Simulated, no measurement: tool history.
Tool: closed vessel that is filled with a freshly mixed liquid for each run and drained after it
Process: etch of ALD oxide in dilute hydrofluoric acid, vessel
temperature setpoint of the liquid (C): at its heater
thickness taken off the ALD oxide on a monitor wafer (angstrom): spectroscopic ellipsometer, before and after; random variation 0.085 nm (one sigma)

run,hour,temperature setpoint of the liquid (C),parts of water to one part of 49 % hydrofluoric acid (parts by volume),time in the liquid (s),thickness taken off the ALD oxide on a monitor wafer (angstrom)
1,0,23,170,140,75.88
2,6.2,25,170,140,81.063
3,11.1,25,130,140,112.79
4,16.6,25,100,140,151.59
5,17.9,25,100,140,152.98
6,24.1,23,105,140,133.57

Run 7 comes next. What will it give?
# hour 27.1: thermometer replaced
7,27.1,21.5,110,140,?

{"run 7": {"thickness taken off the ALD oxide on a monitor wafer (angstrom)": 128.27}}
